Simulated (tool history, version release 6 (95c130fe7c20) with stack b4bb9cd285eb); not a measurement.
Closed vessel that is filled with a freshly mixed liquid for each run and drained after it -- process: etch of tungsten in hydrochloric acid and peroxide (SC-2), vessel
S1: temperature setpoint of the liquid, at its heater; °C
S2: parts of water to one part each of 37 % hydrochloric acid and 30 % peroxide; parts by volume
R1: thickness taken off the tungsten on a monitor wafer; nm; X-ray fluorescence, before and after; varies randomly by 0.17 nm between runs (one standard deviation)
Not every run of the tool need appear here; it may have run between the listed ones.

run 1 hour=0 | S1=64 S2=11.5 time_in_the_liquid_(s)=90 | R1=25.437
run 2 hour=4 | S1=64 S2=11.5 time_in_the_liquid_(s)=90 | R1=25.521
run 3 hour=7.1 | S1=67 S2=11.5 time_in_the_liquid_(s)=90 | R1=30.564
run 4 hour=10.7 | S1=67 S2=15.5 time_in_the_liquid_(s)=90 | R1=23.581
run 5 hour=18.6 | S1=71.5 S2=15.5 time_in_the_liquid_(s)=90 | R1=30.787
run 6 hour=23.1 | S1=71.5 S2=15.5 time_in_the_liquid_(s)=90 | R1=30.876
run 7 hour=29.5 | S1=72 S2=10.5 time_in_the_liquid_(s)=90 | R1=44.46

Forecast run 8:
run 8 hour=30.5 | S1=72 S2=10 time_in_the_liquid_(s)=90 | R1=?

{"run 8": {"R1": 46.32}}
